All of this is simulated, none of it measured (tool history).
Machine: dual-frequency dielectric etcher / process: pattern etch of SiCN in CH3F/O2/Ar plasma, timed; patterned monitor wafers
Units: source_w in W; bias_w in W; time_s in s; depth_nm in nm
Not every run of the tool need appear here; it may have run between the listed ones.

Run 1, hour 0: source_w 510 W, bias_w 56 W, time_s 50.5 s. Result: depth_nm 17.31 nm.
Run 2, hour 2.9: source_w 540 W, bias_w 56 W, time_s 50.5 s. Result: depth_nm 17.767 nm.
Run 3, hour 8.7: source_w 540 W, bias_w 63 W, time_s 50.5 s. Result: depth_nm 18.606 nm.
Run 4, hour 15.1: source_w 540 W, bias_w 69 W, time_s 50.5 s. Result: depth_nm 19.271 nm.
Run 5, hour 21: source_w 600 W, bias_w 69 W, time_s 50.5 s. Result: depth_nm 19.987 nm.
Run 6, hour 25.9: source_w 600 W, bias_w 69 W, time_s 46 s. Result: depth_nm 18.302 nm.
Run 7, hour 28.8: source_w 570 W, bias_w 66 W, time_s 46 s. Result: depth_nm 17.505 nm.

Predict the results of run 8:
Run 8, hour 35.5: source_w 540 W, bias_w 64 W, time_s 46 s. Result: depth_nm ?.

{"run 8": {"depth_nm": 17.041}}
